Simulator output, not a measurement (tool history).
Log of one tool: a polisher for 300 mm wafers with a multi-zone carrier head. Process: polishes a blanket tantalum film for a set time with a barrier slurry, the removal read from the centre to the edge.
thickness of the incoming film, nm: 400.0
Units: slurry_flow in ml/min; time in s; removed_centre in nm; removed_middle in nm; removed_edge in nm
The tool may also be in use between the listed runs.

run 1 day=0 | slurry_flow=290 centre_zone=1 middle_zone=1 edge_zone=1 slurry_solids=1 time=75 | removed_centre=86.233 removed_middle=89.639 removed_edge=87.498
run 2 day=0.338 | slurry_flow=290 centre_zone=1.01 middle_zone=0.98 edge_zone=1.03 slurry_solids=1.1 time=79 | removed_centre=94.992 removed_middle=94.103 removed_edge=96.648
run 3 day=0.571 | slurry_flow=290 centre_zone=1.01 middle_zone=0.98 edge_zone=1.03 slurry_solids=1.25 time=79 | removed_centre=98.909 removed_middle=95.188 removed_edge=99.997
run 4 day=0.85 | slurry_flow=290 centre_zone=1.01 middle_zone=0.98 edge_zone=1.03 slurry_solids=1.1 time=79 | removed_centre=94.784 removed_middle=93.6 removed_edge=97.519
run 5 day=0.971 | slurry_flow=295 centre_zone=1.02 middle_zone=0.99 edge_zone=1.06 slurry_solids=1.2 time=82 | removed_centre=100.75 removed_middle=98.379 removed_edge=105.97
run 6 day=1.296 | slurry_flow=300 centre_zone=1.05 middle_zone=1 edge_zone=1.08 slurry_solids=1.25 time=84 | removed_centre=109.54 removed_middle=105.48 removed_edge=107.98

Run 7 comes next. What will it give?
-- day=1.483 worn pad replaced by a new one
run 7 day=1.483 | slurry_flow=300 centre_zone=1.05 middle_zone=1 edge_zone=1.08 slurry_solids=1.25 time=84 | removed_centre=? removed_middle=? removed_edge=?

removed_centre: 121.95 nm
removed_middle: 117.97 nm
removed_edge: 121.71 nm

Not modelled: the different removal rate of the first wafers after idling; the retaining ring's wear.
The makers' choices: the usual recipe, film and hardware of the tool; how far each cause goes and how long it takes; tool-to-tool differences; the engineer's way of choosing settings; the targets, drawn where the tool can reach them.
